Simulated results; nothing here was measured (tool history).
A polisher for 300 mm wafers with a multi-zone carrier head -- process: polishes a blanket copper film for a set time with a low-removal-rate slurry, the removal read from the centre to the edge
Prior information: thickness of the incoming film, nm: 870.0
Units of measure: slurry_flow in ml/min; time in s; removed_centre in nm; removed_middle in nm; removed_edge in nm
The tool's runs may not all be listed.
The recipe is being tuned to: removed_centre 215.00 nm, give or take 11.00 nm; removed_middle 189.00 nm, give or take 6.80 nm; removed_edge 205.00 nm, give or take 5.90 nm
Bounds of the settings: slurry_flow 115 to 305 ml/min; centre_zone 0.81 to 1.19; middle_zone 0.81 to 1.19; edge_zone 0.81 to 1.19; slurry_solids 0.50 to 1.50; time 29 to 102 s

{"run": 1, "hour": 0.0, "slurry_flow": 195, "centre_zone": 1.0, "middle_zone": 1.0, "edge_zone": 1.0, "slurry_solids": 1.0, "time": 65, "removed_centre": 234.8, "removed_middle": 244.31, "removed_edge": 249.56}
{"run": 2, "hour": 4.7, "slurry_flow": 185, "centre_zone": 1.01, "middle_zone": 0.96, "edge_zone": 0.96, "slurry_solids": 0.9, "time": 64, "removed_centre": 226.29, "removed_middle": 227.26, "removed_edge": 231.97}
{"run": 3, "hour": 9.0, "slurry_flow": 185, "centre_zone": 0.97, "middle_zone": 0.96, "edge_zone": 0.96, "slurry_solids": 0.9, "time": 64, "removed_centre": 215.8, "removed_middle": 228.03, "removed_edge": 235.89}
{"run": 4, "hour": 15.2, "slurry_flow": 210, "centre_zone": 0.97, "middle_zone": 0.96, "edge_zone": 0.96, "slurry_solids": 0.9, "time": 64, "removed_centre": 221.09, "removed_middle": 231.36, "removed_edge": 236.88}
{"run": 5, "hour": 22.2, "slurry_flow": 210, "centre_zone": 0.97, "middle_zone": 1.05, "edge_zone": 0.96, "slurry_solids": 0.9, "time": 64, "removed_centre": 216.43, "removed_middle": 255.68, "removed_edge": 243.21}
{"run": 6, "hour": 29.3, "slurry_flow": 200, "centre_zone": 0.99, "middle_zone": 0.99, "edge_zone": 0.94, "slurry_solids": 0.85, "time": 64, "removed_centre": 224.24, "removed_middle": 232.09, "removed_edge": 233.71}
{"run": 7, "hour": 34.5, "slurry_flow": 150, "centre_zone": 0.97, "middle_zone": 0.89, "edge_zone": 0.84, "slurry_solids": 0.65, "time": 63, "removed_centre": 192.59, "removed_middle": 193.08, "removed_edge": 198.71}
{"run": 8, "hour": 35.1, "slurry_flow": 155, "centre_zone": 0.99, "middle_zone": 0.88, "edge_zone": 0.85, "slurry_solids": 0.65, "time": 63, "removed_centre": 194.07, "removed_middle": 194.66, "removed_edge": 203.13}

Exercise: of the 5 proposed moves below, exactly one satisfies all targets within the stated allowed misses. Which move is it?
{"run": "A", "hour": 35.7, "slurry_flow": 145, "centre_zone": 0.97, "middle_zone": 0.93, "edge_zone": 0.85, "slurry_solids": 0.65, "time": 61, "removed_centre": "?", "removed_middle": "?", "removed_edge": "?"}
{"run": "B", "hour": 35.7, "slurry_flow": 160, "centre_zone": 1.05, "middle_zone": 0.84, "edge_zone": 0.82, "slurry_solids": 0.7, "time": 64, "removed_centre": "?", "removed_middle": "?", "removed_edge": "?"}
{"run": "C", "hour": 35.7, "slurry_flow": 160, "centre_zone": 0.81, "middle_zone": 0.88, "edge_zone": 0.9, "slurry_solids": 0.55, "time": 63, "removed_centre": "?", "removed_middle": "?", "removed_edge": "?"}
{"run": "D", "hour": 35.7, "slurry_flow": 155, "centre_zone": 1.17, "middle_zone": 0.83, "edge_zone": 0.81, "slurry_solids": 1.1, "time": 59, "removed_centre": "?", "removed_middle": "?", "removed_edge": "?"}
{"run": "E", "hour": 35.7, "slurry_flow": 155, "centre_zone": 0.94, "middle_zone": 0.81, "edge_zone": 1.03, "slurry_solids": 0.65, "time": 62, "removed_centre": "?", "removed_middle": "?", "removed_edge": "?"}

move=A removed_centre=177.44 removed_middle=190.51 removed_edge=193.57
move=B removed_centre=208.65 removed_middle=190.00 removed_edge=205.77
move=C removed_centre=153.08 removed_middle=187.01 removed_edge=202.92
move=D removed_centre=230.35 removed_middle=186.79 removed_edge=203.72
move=E removed_centre=177.68 removed_middle=175.34 removed_edge=217.87
A: further off than the last run
B: every result within its allowed miss
C: further off than the last run
D: carries the result that was furthest off beyond its target, to the other side
E: further off than the last run
Answer: B

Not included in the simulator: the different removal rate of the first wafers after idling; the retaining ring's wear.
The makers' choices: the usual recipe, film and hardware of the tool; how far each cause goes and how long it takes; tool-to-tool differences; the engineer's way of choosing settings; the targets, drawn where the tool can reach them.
